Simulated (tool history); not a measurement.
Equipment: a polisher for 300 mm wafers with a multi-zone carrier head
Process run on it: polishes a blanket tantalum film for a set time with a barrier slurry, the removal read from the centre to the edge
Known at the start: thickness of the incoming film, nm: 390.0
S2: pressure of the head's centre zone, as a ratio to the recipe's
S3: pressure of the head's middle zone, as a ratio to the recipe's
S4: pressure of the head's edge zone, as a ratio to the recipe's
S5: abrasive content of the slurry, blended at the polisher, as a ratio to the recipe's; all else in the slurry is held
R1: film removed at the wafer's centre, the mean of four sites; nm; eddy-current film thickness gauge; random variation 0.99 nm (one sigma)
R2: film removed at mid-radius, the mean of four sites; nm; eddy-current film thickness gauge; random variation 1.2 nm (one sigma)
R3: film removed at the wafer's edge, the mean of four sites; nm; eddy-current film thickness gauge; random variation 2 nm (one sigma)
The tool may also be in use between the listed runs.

run 1 hour=0 | flow_of_slurry_(ml/min)=215 S2=1 S3=1 S4=1 S5=1 polishing_time_(s)=69 | R1=105.09 R2=105.36 R3=103.93
run 2 hour=4 | flow_of_slurry_(ml/min)=215 S2=1.07 S3=1 S4=1 S5=1 polishing_time_(s)=69 | R1=111.18 R2=103.26 R3=102.19
run 3 hour=12.5 | flow_of_slurry_(ml/min)=260 S2=1.07 S3=1 S4=1 S5=1 polishing_time_(s)=69 | R1=113.74 R2=107.17 R3=102.08
run 4 hour=20.6 | flow_of_slurry_(ml/min)=255 S2=1.03 S3=1.04 S4=1.04 S5=1.15 polishing_time_(s)=71 | R1=119.97 R2=121.2 R3=116.83
run 5 hour=25.7 | flow_of_slurry_(ml/min)=265 S2=1.01 S3=1.08 S4=1.07 S5=1.2 polishing_time_(s)=71 | R1=120.74 R2=128.35 R3=117.46
run 6 hour=29.8 | flow_of_slurry_(ml/min)=265 S2=1.08 S3=1.08 S4=1.07 S5=1.2 polishing_time_(s)=71 | R1=128.73 R2=126.5 R3=119.34
run 7 hour=31.4 | flow_of_slurry_(ml/min)=260 S2=1.04 S3=1.11 S4=1.1 S5=1.3 polishing_time_(s)=71 | R1=126.81 R2=131.54 R3=124.27
run 8 hour=39.5 | flow_of_slurry_(ml/min)=270 S2=1 S3=1.13 S4=1.12 S5=1.35 polishing_time_(s)=71 | R1=123.24 R2=135.79 R3=124.19
run 9 hour=42.4 | flow_of_slurry_(ml/min)=265 S2=0.97 S3=1.14 S4=1.14 S5=1.4 polishing_time_(s)=73 | R1=124.38 R2=143 R3=131.98
run 10 hour=48 | flow_of_slurry_(ml/min)=270 S2=0.96 S3=1.15 S4=1.15 S5=1.45 polishing_time_(s)=73 | R1=126.05 R2=145.52 R3=134.15
run 11 hour=54.9 | flow_of_slurry_(ml/min)=285 S2=0.89 S3=1.19 S4=1.18 S5=1.5 polishing_time_(s)=75 | R1=120.9 R2=156.59 R3=142.39

Run 12 has not been measured yet. What should we expect?
run 12 hour=55.7 | flow_of_slurry_(ml/min)=285 S2=0.89 S3=1.19 S4=1.18 S5=1.5 polishing_time_(s)=75 | R1=? R2=? R3=?

R1: 118.87 nm
R2: 157.91 nm
R3: 138.25 nm
